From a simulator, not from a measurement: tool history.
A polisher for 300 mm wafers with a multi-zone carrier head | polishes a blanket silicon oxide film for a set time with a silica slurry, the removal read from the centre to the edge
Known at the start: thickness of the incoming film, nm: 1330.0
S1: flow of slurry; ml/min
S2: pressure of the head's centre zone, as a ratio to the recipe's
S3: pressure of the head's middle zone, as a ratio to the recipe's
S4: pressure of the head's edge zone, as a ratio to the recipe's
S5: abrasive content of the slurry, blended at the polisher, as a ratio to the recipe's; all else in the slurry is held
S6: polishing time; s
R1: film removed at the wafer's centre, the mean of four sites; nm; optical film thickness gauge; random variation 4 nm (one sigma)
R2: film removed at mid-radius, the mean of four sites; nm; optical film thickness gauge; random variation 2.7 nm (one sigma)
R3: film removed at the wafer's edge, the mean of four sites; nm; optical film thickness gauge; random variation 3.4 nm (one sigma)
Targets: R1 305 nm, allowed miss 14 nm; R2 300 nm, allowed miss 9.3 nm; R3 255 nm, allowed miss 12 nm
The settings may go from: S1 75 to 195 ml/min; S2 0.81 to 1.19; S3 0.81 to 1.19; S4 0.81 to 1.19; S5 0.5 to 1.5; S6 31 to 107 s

run	hour	S1	S2	S3	S4	S5	S6	R1	R2	R3
1	0	125	1	1	1	1	69	242.05	246.9	237.32
2	2.5	125	0.93	1	1	1	69	218.79	241.6	242.04
3	6.2	135	0.96	1.02	1	1	69	231.44	251.31	237.82
4	14.6	135	0.96	1.02	1	1.1	69	252.95	268.56	250.32
5	17.9	145	0.97	1.02	1	1.1	69	253.52	272.58	256.62
6	22.5	145	0.97	1.02	1	0.95	69	227.83	250.35	234.72
7	28.7	150	1	1.03	1.02	1	69	250.9	264.94	251.08
8	32.3	155	1.03	1.04	1.01	1	69	257.92	263.54	248.71
9	36.6	160	1.05	1.07	1	1	69	272.22	275.39	246.01
10	39.3	165	1.06	1.08	1	1	69	268.36	279.71	248.64

5 next moves are on the table. One of them brings every result within its allowed miss. Which?
A	42	180	1	1.19	0.89	1.05	66	?	?	?
B	42	165	1.17	1.12	0.89	1.25	59	?	?	?
C	42	195	0.89	1.13	0.91	1.35	60	?	?	?
D	42	155	0.95	0.89	1.19	0.9	76	?	?	?
E	42	145	1.13	1.12	0.96	1.1	69	?	?	?

move	R1	R2	R3
A	255.24	308.58	236.84
B	289.43	283.98	231
C	239.32	310.99	251.37
D	243.28	243.4	278.69
E	296.31	302.11	256.29
A: further off than the last run
B: nearer than the last run, and not there yet
C: further off than the last run
D: further off than the last run
E: meets every target
Move E is the one to make.
